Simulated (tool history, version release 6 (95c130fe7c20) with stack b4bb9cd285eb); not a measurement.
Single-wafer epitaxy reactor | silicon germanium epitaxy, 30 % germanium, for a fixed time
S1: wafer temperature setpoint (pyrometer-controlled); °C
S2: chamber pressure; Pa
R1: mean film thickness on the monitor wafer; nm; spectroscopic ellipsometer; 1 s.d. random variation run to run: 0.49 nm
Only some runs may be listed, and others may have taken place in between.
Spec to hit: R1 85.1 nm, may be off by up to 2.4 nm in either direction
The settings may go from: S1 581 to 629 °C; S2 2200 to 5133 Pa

run	hour	S1	S2	R1
1	0	605	3666	74.663
2	6.8	600	3666	67.739
3	8.3	602	3680	70.53
4	12.9	602	4000	73.594
5	15.4	602	4493	77.592
6	16.6	603	4493	78.533
7	23.3	603	4493	78.929
8	23.9	604	4493	80.666

Which single option among these 4 for the next run brings every result within its allowed miss of target? Just one does.
A	24.5	602	4613	?
B	24.5	603	4120	?
C	24.5	603	4093	?
D	24.5	609	4066	?

move	R1
A	78.788
B	76.33
C	76.098
D	85.812
A: misses by more than the last run did
B: misses by more than the last run did
C: misses by more than the last run did
D: every result lands within tolerance
Move D is the one to make.
